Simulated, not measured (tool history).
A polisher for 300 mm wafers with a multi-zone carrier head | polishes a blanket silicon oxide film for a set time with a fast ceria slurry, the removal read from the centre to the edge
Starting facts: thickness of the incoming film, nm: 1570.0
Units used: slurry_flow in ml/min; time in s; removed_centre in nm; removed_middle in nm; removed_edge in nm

Run 1, hour 0: slurry_flow 185 ml/min, centre_zone 1, middle_zone 1, edge_zone 1, time 40 s. Result: removed_centre 420.08 nm, removed_middle 428.09 nm, removed_edge 431.74 nm.
Run 2, hour 7.3: slurry_flow 185 ml/min, centre_zone 1, middle_zone 1, edge_zone 1, time 30 s. Result: removed_centre 315.36 nm, removed_middle 319.92 nm, removed_edge 323.44 nm.
Run 3, hour 15.9: slurry_flow 185 ml/min, centre_zone 1, middle_zone 1, edge_zone 0.96, time 30 s. Result: removed_centre 307.45 nm, removed_middle 322.3 nm, removed_edge 324.71 nm.
Run 4, hour 23.1: slurry_flow 185 ml/min, centre_zone 1, middle_zone 1.07, edge_zone 0.96, time 30 s. Result: removed_centre 323.16 nm, removed_middle 339.65 nm, removed_edge 329.26 nm.
Run 5, hour 24.5: slurry_flow 220 ml/min, centre_zone 1, middle_zone 1.07, edge_zone 0.96, time 30 s. Result: removed_centre 329.24 nm, removed_middle 344.02 nm, removed_edge 334.55 nm.
Run 6, hour 32.4: slurry_flow 220 ml/min, centre_zone 0.94, middle_zone 1.07, edge_zone 0.96, time 30 s. Result: removed_centre 306.04 nm, removed_middle 348.3 nm, removed_edge 330.24 nm.
Run 7, hour 40.5: slurry_flow 225 ml/min, centre_zone 0.94, middle_zone 1.08, edge_zone 0.97, time 30 s. Result: removed_centre 313.68 nm, removed_middle 352.25 nm, removed_edge 328.92 nm.
Run 8, hour 43.4: slurry_flow 220 ml/min, centre_zone 0.93, middle_zone 1.08, edge_zone 0.98, time 31 s. Result: removed_centre 312.9 nm, removed_middle 362.28 nm, removed_edge 349.09 nm.
Run 9, hour 46.4: slurry_flow 225 ml/min, centre_zone 0.93, middle_zone 1.09, edge_zone 0.98, time 31 s. Result: removed_centre 310.05 nm, removed_middle 364.6 nm, removed_edge 347.26 nm.
Run 10, hour 51.8: slurry_flow 230 ml/min, centre_zone 0.93, middle_zone 1.1, edge_zone 0.98, time 31 s. Result: removed_centre 312.43 nm, removed_middle 365.23 nm, removed_edge 341.58 nm.
Run 11, hour 55.2: slurry_flow 230 ml/min, centre_zone 0.93, middle_zone 1.11, edge_zone 0.99, time 31 s. Result: removed_centre 315.99 nm, removed_middle 373.29 nm, removed_edge 343.25 nm.
Run 12, hour 57.3: slurry_flow 230 ml/min, centre_zone 0.93, middle_zone 1.11, edge_zone 1, time 31 s. Result: removed_centre 312.51 nm, removed_middle 373.56 nm, removed_edge 345.08 nm.

Run 13 has not been measured yet. What should we expect?
Run 13, hour 64.3: slurry_flow 230 ml/min, centre_zone 0.93, middle_zone 1.11, edge_zone 1.01, time 31 s. Result: removed_centre ?, removed_middle ?, removed_edge ?.

{"run 13": {"removed_centre": 310.67, "removed_middle": 372.73, "removed_edge": 359.42}}
